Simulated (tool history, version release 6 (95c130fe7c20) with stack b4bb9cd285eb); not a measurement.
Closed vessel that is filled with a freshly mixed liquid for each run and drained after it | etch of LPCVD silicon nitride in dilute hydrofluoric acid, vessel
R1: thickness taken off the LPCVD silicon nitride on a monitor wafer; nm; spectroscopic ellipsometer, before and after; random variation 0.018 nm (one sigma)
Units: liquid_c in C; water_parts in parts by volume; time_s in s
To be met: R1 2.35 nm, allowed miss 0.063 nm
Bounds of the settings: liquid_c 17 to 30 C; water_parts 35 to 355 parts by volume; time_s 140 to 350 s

Run 1, hour 0: liquid_c 22 C, water_parts 195 parts by volume, time_s 350 s. Result: R1 0.65858 nm.
Run 2, hour 1.2: liquid_c 24 C, water_parts 155 parts by volume, time_s 350 s. Result: R1 0.94326 nm.
Run 3, hour 9.8: liquid_c 25.5 C, water_parts 130 parts by volume, time_s 350 s. Result: R1 1.2229 nm.
Run 4, hour 11.6: liquid_c 25.5 C, water_parts 130 parts by volume, time_s 350 s. Result: R1 1.2225 nm.
Run 5, hour 18.8: liquid_c 26.5 C, water_parts 115 parts by volume, time_s 350 s. Result: R1 1.4833 nm.
Run 6, hour 23.7: liquid_c 27.5 C, water_parts 110 parts by volume, time_s 350 s. Result: R1 1.6595 nm.
Run 7, hour 27.9: liquid_c 28 C, water_parts 105 parts by volume, time_s 350 s. Result: R1 1.8135 nm.
Run 8, hour 28.6: liquid_c 28.5 C, water_parts 100 parts by volume, time_s 350 s. Result: R1 1.9232 nm.
Run 9, hour 32: liquid_c 29 C, water_parts 95 parts by volume, time_s 350 s. Result: R1 2.1201 nm.
Run 10, hour 38.4: liquid_c 29.5 C, water_parts 95 parts by volume, time_s 350 s. Result: R1 2.1805 nm.

5 next moves are on the table. One of them brings every result within its allowed miss. Which?
Run A, hour 44.8: liquid_c 28.5 C, water_parts 100 parts by volume, time_s 350 s. Result: R1 ?.
Run B, hour 44.8: liquid_c 30 C, water_parts 110 parts by volume, time_s 350 s. Result: R1 ?.
Run C, hour 44.8: liquid_c 30 C, water_parts 90 parts by volume, time_s 350 s. Result: R1 ?.
Run D, hour 44.8: liquid_c 29 C, water_parts 100 parts by volume, time_s 350 s. Result: R1 ?.
Run E, hour 44.8: liquid_c 26 C, water_parts 85 parts by volume, time_s 350 s. Result: R1 ?.

move      R1
   A   1.946
   B  1.9436
   C  2.3782
   D  2.0087
   E  1.9476
A: further off than the last run
B: further off than the last run
C: meets every target
D: further off than the last run
E: further off than the last run
The right move is C.
